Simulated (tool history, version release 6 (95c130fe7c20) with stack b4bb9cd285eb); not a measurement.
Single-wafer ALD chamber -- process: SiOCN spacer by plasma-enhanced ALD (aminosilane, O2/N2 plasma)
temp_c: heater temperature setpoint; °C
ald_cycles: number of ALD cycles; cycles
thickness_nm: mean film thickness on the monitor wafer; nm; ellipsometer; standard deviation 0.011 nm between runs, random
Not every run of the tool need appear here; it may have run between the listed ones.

| run | hour | temp_c | ald_cycles | thickness_nm |
|---|---|---|---|---|
| 1 | 0 | 390 | 95 | 5.4564 |
| 2 | 7.5 | 400 | 95 | 5.4581 |
| 3 | 11.6 | 400 | 88 | 5.0636 |
| 4 | 15.5 | 400 | 84 | 4.8401 |
| 5 | 23.1 | 400 | 81 | 4.6644 |
| 6 | 29.4 | 390 | 81 | 4.6547 |
| 7 | 31.5 | 390 | 79 | 4.5371 |

Forecast run 8:
| 8 | 34.2 | 390 | 77 | ? |

{"run 8": {"thickness_nm": 4.4187}}

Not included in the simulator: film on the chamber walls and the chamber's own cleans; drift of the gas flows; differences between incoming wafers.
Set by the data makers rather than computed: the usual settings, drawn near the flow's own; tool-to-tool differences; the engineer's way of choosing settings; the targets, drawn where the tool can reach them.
